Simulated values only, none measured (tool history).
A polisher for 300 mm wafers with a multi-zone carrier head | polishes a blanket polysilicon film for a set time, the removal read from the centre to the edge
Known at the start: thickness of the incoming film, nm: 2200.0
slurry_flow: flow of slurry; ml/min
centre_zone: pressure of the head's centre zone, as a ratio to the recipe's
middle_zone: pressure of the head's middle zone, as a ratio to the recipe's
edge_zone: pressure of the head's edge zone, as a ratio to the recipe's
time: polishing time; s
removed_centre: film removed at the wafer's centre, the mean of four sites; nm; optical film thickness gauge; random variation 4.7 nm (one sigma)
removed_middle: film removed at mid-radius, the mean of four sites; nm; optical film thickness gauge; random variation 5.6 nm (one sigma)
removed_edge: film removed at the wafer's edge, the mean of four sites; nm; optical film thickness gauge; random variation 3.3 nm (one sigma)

run	hour	slurry_flow	centre_zone	middle_zone	edge_zone	time	removed_centre	removed_middle	removed_edge
1	0	135	1	1	1	66	449.16	436.41	451.15
2	7.7	145	0.99	1.01	1.03	66	446.5	452.51	457.96
3	13.2	155	0.99	1	1.07	67	466.94	452.33	483.04
4	20.8	155	1.04	1	1.07	67	486.64	462.09	473.5
5	24.5	155	1.04	0.94	1.07	67	479.32	439.44	479.19
6	32.8	155	1.04	1.01	1.07	67	482.3	469.53	479.87
7	35.8	160	1.02	1.02	1.09	67	478.5	464.92	488.81
8	39.2	165	1.01	1.04	1.1	67	477.41	472.88	489.67

Run 9 comes next. What will it give?
9	43	170	1	1.05	1.11	67	?	?	?

removed_centre: 459.45 nm
removed_middle: 485.85 nm
removed_edge: 499.45 nm
